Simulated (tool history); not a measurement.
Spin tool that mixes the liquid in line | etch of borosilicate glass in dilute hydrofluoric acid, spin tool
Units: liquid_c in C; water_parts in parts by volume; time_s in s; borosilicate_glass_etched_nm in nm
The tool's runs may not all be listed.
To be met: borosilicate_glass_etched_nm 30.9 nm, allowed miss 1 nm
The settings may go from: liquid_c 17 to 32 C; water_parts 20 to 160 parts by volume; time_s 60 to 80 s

run,hour,liquid_c,water_parts,time_s,borosilicate_glass_etched_nm
1,0,24,90,80,16.663
2,3.1,25.5,85,80,18.939
3,9,26.5,80,80,20.602
4,15.3,26.5,80,60,15.712
5,23.9,29.5,80,60,17.696
6,25.1,29.5,80,60,17.555
7,27.1,29.5,70,60,20.527
8,34.7,29.5,70,60,20.784
9,43.1,32,40,60,41.286
10,50.8,30.5,40,60,38.778
11,54.5,29,40,60,37.177
12,56.1,28,40,60,35.379
13,62.9,27,40,60,34.098
14,70.3,26.5,40,60,32.862
15,72.1,26,40,60,32.76
16,75.1,26,40,60,32.631
17,82.2,25.5,40,60,32.72

4 next moves are on the table. One of them brings every result within its allowed miss. Which?
A,89.3,25,50,80,?
B,89.3,28.5,55,80,?
C,89.3,28,40,60,?
D,89.3,30.5,50,60,?

move,borosilicate_glass_etched_nm
A,32.563
B,33.832
C,34.967
D,30.424
A: nearer than the last run, and not there yet
B: further off than the last run
C: further off than the last run
D: meets every target
Answer: D

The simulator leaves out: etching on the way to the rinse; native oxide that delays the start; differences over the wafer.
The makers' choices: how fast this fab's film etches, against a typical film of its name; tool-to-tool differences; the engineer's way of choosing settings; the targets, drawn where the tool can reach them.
